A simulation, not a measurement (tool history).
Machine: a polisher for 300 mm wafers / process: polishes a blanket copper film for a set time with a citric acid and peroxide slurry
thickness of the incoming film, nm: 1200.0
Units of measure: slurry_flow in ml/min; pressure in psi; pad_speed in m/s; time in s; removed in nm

| run | day | slurry_flow | pressure | pad_speed | slurry_solids | time | removed |
|---|---|---|---|---|---|---|---|
| 1 | 0.000 | 220 | 4.1 | 0.76 | 1.0 | 42 | 112.060 |
| 2 | 0.258 | 220 | 3.7 | 0.70 | 1.0 | 42 | 97.638 |
| 3 | 0.475 | 260 | 3.7 | 0.70 | 1.0 | 42 | 97.046 |
| 4 | 0.600 | 260 | 3.7 | 0.64 | 1.0 | 42 | 89.472 |
| 5 | 0.842 | 260 | 3.7 | 0.64 | 0.9 | 42 | 87.638 |
| 6 | 1.133 | 260 | 3.4 | 0.60 | 0.9 | 42 | 75.879 |
| 7 | 1.279 | 260 | 3.1 | 0.58 | 0.9 | 42 | 67.152 |

For run 8, what comes out?
| 8 | 1.471 | 260 | 2.9 | 0.58 | 0.9 | 42 | ? |

For run 8 the tool returned removed 63.448 nm.

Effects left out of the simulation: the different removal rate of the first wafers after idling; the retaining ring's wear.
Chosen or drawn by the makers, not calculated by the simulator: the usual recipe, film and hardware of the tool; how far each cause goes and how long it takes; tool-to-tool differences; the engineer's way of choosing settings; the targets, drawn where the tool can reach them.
